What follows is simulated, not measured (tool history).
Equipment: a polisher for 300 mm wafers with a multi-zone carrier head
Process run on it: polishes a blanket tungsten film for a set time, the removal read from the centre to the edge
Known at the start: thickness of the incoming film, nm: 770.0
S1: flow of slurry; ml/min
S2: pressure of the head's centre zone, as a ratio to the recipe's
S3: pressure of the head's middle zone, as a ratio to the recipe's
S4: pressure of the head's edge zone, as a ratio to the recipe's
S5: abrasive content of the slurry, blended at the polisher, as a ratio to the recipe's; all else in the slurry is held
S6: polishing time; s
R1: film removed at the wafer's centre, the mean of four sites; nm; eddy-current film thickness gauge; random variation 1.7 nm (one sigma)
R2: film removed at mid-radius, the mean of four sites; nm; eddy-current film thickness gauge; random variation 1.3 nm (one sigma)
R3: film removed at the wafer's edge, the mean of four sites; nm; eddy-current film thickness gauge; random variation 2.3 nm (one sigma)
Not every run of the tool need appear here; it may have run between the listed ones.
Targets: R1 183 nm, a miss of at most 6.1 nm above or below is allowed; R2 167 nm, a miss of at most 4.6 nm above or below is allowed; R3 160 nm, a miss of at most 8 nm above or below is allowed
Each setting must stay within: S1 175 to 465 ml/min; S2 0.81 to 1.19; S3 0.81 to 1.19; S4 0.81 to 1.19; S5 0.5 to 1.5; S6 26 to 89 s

{"run": 1, "hour": 0.0, "S1": 295, "S2": 1, "S3": 1, "S4": 1, "S5": 1, "S6": 57, "R1": 218.34, "R2": 210.98, "R3": 210.45}
{"run": 2, "hour": 8.8, "S1": 225, "S2": 1, "S3": 1, "S4": 1, "S5": 1, "S6": 57, "R1": 204.98, "R2": 198.51, "R3": 201.06}
{"run": 3, "hour": 15.0, "S1": 225, "S2": 1, "S3": 1, "S4": 1, "S5": 1.05, "S6": 57, "R1": 207.53, "R2": 199.81, "R3": 201.86}
{"run": 4, "hour": 16.0, "S1": 225, "S2": 1, "S3": 1, "S4": 1, "S5": 1.05, "S6": 49, "R1": 179.54, "R2": 171.42, "R3": 178.68}
{"run": 5, "hour": 22.1, "S1": 220, "S2": 1.01, "S3": 1, "S4": 0.97, "S5": 1, "S6": 49, "R1": 179.03, "R2": 167.24, "R3": 169.57}
{"run": 6, "hour": 31.1, "S1": 220, "S2": 1.01, "S3": 1, "S4": 0.95, "S5": 1, "S6": 49, "R1": 175.94, "R2": 168.18, "R3": 170.78}
{"hour": 34.7, "done": "slurry nozzle cleaned"}
{"run": 7, "hour": 34.7, "S1": 220, "S2": 1.03, "S3": 1, "S4": 0.93, "S5": 0.95, "S6": 49, "R1": 195.68, "R2": 183.98, "R3": 173.6}
{"run": 8, "hour": 36.1, "S1": 215, "S2": 1.03, "S3": 0.99, "S4": 0.92, "S5": 0.9, "S6": 48, "R1": 189.51, "R2": 172.18, "R3": 171.82}

Pick the move, out of 5, that brings all results within their allowed miss; only one does.
{"run": "A", "hour": 37.5, "S1": 190, "S2": 0.98, "S3": 0.87, "S4": 0.97, "S5": 0.95, "S6": 51, "R1": "?", "R2": "?", "R3": "?"}
{"run": "B", "hour": 37.5, "S1": 200, "S2": 0.95, "S3": 0.87, "S4": 1.02, "S5": 0.85, "S6": 51, "R1": "?", "R2": "?", "R3": "?"}
{"run": "C", "hour": 37.5, "S1": 175, "S2": 1.03, "S3": 0.98, "S4": 0.84, "S5": 1.2, "S6": 45, "R1": "?", "R2": "?", "R3": "?"}
{"run": "D", "hour": 37.5, "S1": 205, "S2": 1, "S3": 1.04, "S4": 0.86, "S5": 1, "S6": 46, "R1": "?", "R2": "?", "R3": "?"}
{"run": "E", "hour": 37.5, "S1": 220, "S2": 1.07, "S3": 0.81, "S4": 1.05, "S5": 0.85, "S6": 49, "R1": "?", "R2": "?", "R3": "?"}

move=A R1=189.11 R2=170.82 R3=180.94
move=B R1=180.92 R2=168.31 R3=182.19
move=C R1=181.38 R2=168.6 R3=155.4
move=D R1=178.81 R2=177.29 R3=157.41
move=E R1=198.73 R2=157.08 R3=179.75
A: misses by more than the last run did
B: misses by more than the last run did
C: every result lands within tolerance
D: corrects the largest miss of the last run, while another result sits out of spec
E: misses by more than the last run did
Move C is the one to make.
